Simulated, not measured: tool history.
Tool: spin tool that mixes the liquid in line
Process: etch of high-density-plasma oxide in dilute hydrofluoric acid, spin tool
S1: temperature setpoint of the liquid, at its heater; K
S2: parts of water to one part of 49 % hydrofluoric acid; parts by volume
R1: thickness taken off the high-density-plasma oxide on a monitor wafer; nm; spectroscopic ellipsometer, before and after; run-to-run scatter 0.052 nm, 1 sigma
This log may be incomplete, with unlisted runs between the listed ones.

Run 1, hour 0: S1 294.15 K, S2 185 parts by volume, time under the liquid (s) 320. Result: R1 14.716 nm.
Run 2, hour 1.1: S1 290.65 K, S2 185 parts by volume, time under the liquid (s) 320. Result: R1 12.834 nm.
Run 3, hour 3.1: S1 290.65 K, S2 185 parts by volume, time under the liquid (s) 340. Result: R1 13.693 nm.
Run 4, hour 5.6: S1 290.65 K, S2 160 parts by volume, time under the liquid (s) 340. Result: R1 16.255 nm.
Run 5, hour 14.5: S1 290.15 K, S2 160 parts by volume, time under the liquid (s) 340. Result: R1 15.884 nm.
Run 6, hour 19.8: S1 290.15 K, S2 165 parts by volume, time under the liquid (s) 340. Result: R1 15.454 nm.

Run 7, settings as shown, results not yet in. Your forecast:
Run 7, hour 25.6: S1 290.15 K, S2 235 parts by volume, time under the liquid (s) 340. Result: R1 ?.

{"run 7": {"R1": 10.173}}
